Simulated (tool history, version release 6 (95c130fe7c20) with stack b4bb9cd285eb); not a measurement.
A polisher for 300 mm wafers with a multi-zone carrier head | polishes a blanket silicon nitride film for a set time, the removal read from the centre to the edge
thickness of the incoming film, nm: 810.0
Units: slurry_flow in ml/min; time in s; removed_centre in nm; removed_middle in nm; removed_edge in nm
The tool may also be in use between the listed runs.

{"run": 1, "hour": 0.0, "slurry_flow": 175, "centre_zone": 1, "middle_zone": 1, "edge_zone": 1, "time": 71, "removed_centre": 222.91, "removed_middle": 221.08, "removed_edge": 234.87}
{"run": 2, "hour": 1.1, "slurry_flow": 175, "centre_zone": 1, "middle_zone": 0.94, "edge_zone": 1, "time": 71, "removed_centre": 224.84, "removed_middle": 210.37, "removed_edge": 232.2}
{"run": 3, "hour": 7.6, "slurry_flow": 165, "centre_zone": 0.97, "middle_zone": 0.92, "edge_zone": 0.99, "time": 68, "removed_centre": 199.53, "removed_middle": 201.8, "removed_edge": 221.15}
{"run": 4, "hour": 13.2, "slurry_flow": 165, "centre_zone": 0.97, "middle_zone": 0.92, "edge_zone": 0.93, "time": 68, "removed_centre": 206.19, "removed_middle": 195.39, "removed_edge": 215.71}
{"hour": 14.4, "done": "slurry nozzle cleaned"}
{"run": 5, "hour": 14.4, "slurry_flow": 165, "centre_zone": 0.97, "middle_zone": 0.92, "edge_zone": 0.93, "time": 75, "removed_centre": 235.42, "removed_middle": 230.08, "removed_edge": 242.3}
{"run": 6, "hour": 19.0, "slurry_flow": 165, "centre_zone": 0.96, "middle_zone": 0.91, "edge_zone": 0.94, "time": 70, "removed_centre": 217.27, "removed_middle": 214.58, "removed_edge": 222.94}
{"run": 7, "hour": 24.0, "slurry_flow": 115, "centre_zone": 0.9, "middle_zone": 0.81, "edge_zone": 1.04, "time": 54, "removed_centre": 140.7, "removed_middle": 136.74, "removed_edge": 173.58}
{"run": 8, "hour": 29.6, "slurry_flow": 130, "centre_zone": 0.91, "middle_zone": 0.83, "edge_zone": 1.03, "time": 54, "removed_centre": 152.06, "removed_middle": 144.26, "removed_edge": 179.16}

Forecast run 9:
{"run": 9, "hour": 32.8, "slurry_flow": 135, "centre_zone": 0.91, "middle_zone": 0.84, "edge_zone": 1.02, "time": 54, "removed_centre": "?", "removed_middle": "?", "removed_edge": "?"}

{"run 9": {"removed_centre": 156.48, "removed_middle": 146.78, "removed_edge": 174.52}}
